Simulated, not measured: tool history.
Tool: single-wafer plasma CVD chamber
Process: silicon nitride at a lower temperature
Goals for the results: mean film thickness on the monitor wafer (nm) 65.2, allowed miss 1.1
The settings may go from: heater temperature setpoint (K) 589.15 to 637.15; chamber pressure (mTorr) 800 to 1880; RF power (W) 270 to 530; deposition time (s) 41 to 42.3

run	hour	heater temperature setpoint (K)	chamber pressure (mTorr)	RF power (W)	deposition time (s)	mean film thickness on the monitor wafer (nm)
1	0	613.15	1340	400	41	52.038
2	7	613.15	1460	420	41.1	56.55
3	15.2	613.15	1560	425	41.1	58.129
4	24.2	613.15	1790	425	41.1	61.099
5	27.3	613.15	1790	365	41.1	54.089
6	35.1	613.15	1810	385	41.2	56.777
7	43.2	613.15	1830	400	41.3	59.227
8	46.4	613.15	1840	410	41.3	60.38
9	47	613.15	1850	420	41.3	61.768
10	48.6	613.15	1860	425	41.3	62.545
11	52.2	613.15	1860	430	41.3	62.898
12	53.8	613.15	1860	435	41.3	63.517

Consider the 4 candidate settings below. Which is the only one whose results all fall within their allowed miss of target?
A	55.4	614.15	1790	425	41.3	?
B	55.4	616.15	1780	410	42.3	?
C	55.4	616.15	1860	415	41.4	?
D	55.4	617.15	1860	450	41.4	?

move	mean film thickness on the monitor wafer (nm)
A	61.753
B	61.315
C	61.496
D	65.464
A: moves away from the targets compared with the last run
B: moves away from the targets compared with the last run
C: moves away from the targets compared with the last run
D: each result inside its tolerance
So the answer is move D, the one that meets all the targets.
